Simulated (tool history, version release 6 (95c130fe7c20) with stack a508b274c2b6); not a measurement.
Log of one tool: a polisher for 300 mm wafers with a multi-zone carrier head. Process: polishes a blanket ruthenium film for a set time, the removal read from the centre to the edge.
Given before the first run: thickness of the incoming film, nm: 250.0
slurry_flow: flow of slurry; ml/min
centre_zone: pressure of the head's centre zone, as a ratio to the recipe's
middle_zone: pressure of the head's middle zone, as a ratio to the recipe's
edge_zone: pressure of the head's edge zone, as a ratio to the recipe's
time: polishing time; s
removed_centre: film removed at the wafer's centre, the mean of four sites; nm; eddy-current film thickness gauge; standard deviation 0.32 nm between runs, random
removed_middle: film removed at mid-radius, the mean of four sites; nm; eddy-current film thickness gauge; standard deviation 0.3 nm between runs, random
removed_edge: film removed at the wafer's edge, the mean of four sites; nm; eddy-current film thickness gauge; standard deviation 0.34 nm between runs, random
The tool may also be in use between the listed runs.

run,hour,slurry_flow,centre_zone,middle_zone,edge_zone,time,removed_centre,removed_middle,removed_edge
1,0,285,1,1,1,35,41.639,42.625,39.904
2,1.1,275,0.95,0.98,0.99,30,34.753,36.231,34.27
3,9.7,275,0.95,0.98,0.93,30,34.639,34.693,33.578
4,17,275,0.95,1.03,0.93,30,34.466,36.83,33.623
5,18.1,275,0.95,1.03,0.93,33,37.51,40.3,36.566
6,21.3,275,0.95,0.97,0.93,33,37.863,38.705,36.689

Predict the results of run 7:
7,26.7,265,0.9,0.98,0.95,29,?,?,?

Run 7 produced removed_centre 31.947 nm, removed_middle 34.441 nm, removed_edge 32.289 nm.
